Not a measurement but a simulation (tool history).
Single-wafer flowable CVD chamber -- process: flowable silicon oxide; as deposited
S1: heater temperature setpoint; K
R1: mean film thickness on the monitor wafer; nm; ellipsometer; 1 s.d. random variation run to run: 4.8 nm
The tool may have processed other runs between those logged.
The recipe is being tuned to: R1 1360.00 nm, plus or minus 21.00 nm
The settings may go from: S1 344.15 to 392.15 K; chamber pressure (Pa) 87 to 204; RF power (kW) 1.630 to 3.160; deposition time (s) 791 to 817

{"run": 1, "hour": 0.0, "S1": 368.15, "chamber pressure (Pa)": 145, "RF power (kW)": 2.395, "deposition time (s)": 791, "R1": 884.23}
{"run": 2, "hour": 7.8, "S1": 366.15, "chamber pressure (Pa)": 145, "RF power (kW)": 2.395, "deposition time (s)": 791, "R1": 941.97}
{"run": 3, "hour": 12.3, "S1": 366.15, "chamber pressure (Pa)": 131, "RF power (kW)": 2.395, "deposition time (s)": 791, "R1": 854.38}
{"run": 4, "hour": 20.9, "S1": 373.15, "chamber pressure (Pa)": 131, "RF power (kW)": 2.395, "deposition time (s)": 791, "R1": 654.08}
{"run": 5, "hour": 23.8, "S1": 373.15, "chamber pressure (Pa)": 131, "RF power (kW)": 2.255, "deposition time (s)": 791, "R1": 653.42}
{"run": 6, "hour": 26.4, "S1": 370.15, "chamber pressure (Pa)": 131, "RF power (kW)": 2.255, "deposition time (s)": 791, "R1": 731.28}
{"run": 7, "hour": 31.2, "S1": 367.15, "chamber pressure (Pa)": 131, "RF power (kW)": 2.255, "deposition time (s)": 791, "R1": 821.8}
{"run": 8, "hour": 34.1, "S1": 365.15, "chamber pressure (Pa)": 131, "RF power (kW)": 2.255, "deposition time (s)": 791, "R1": 883.12}
{"run": 9, "hour": 38.2, "S1": 353.15, "chamber pressure (Pa)": 131, "RF power (kW)": 2.255, "deposition time (s)": 791, "R1": 1324.4}

Consider the 4 candidate settings below. Which is the only one whose results all fall within their allowed miss of target?
{"run": "A", "hour": 42.3, "S1": 352.15, "chamber pressure (Pa)": 123, "RF power (kW)": 2.295, "deposition time (s)": 812, "R1": "?"}
{"run": "B", "hour": 42.3, "S1": 353.15, "chamber pressure (Pa)": 125, "RF power (kW)": 2.155, "deposition time (s)": 817, "R1": "?"}
{"run": "C", "hour": 42.3, "S1": 353.15, "chamber pressure (Pa)": 129, "RF power (kW)": 2.43, "deposition time (s)": 808, "R1": "?"}
{"run": "D", "hour": 42.3, "S1": 350.15, "chamber pressure (Pa)": 116, "RF power (kW)": 2.35, "deposition time (s)": 791, "R1": "?"}

move=A R1=1315.00
move=B R1=1302.50
move=C R1=1347.20
move=D R1=1288.90
A: lands further from the targets than the last run did
B: lands further from the targets than the last run did
C: in spec on every target
D: lands further from the targets than the last run did
Go with C: it meets all targets.
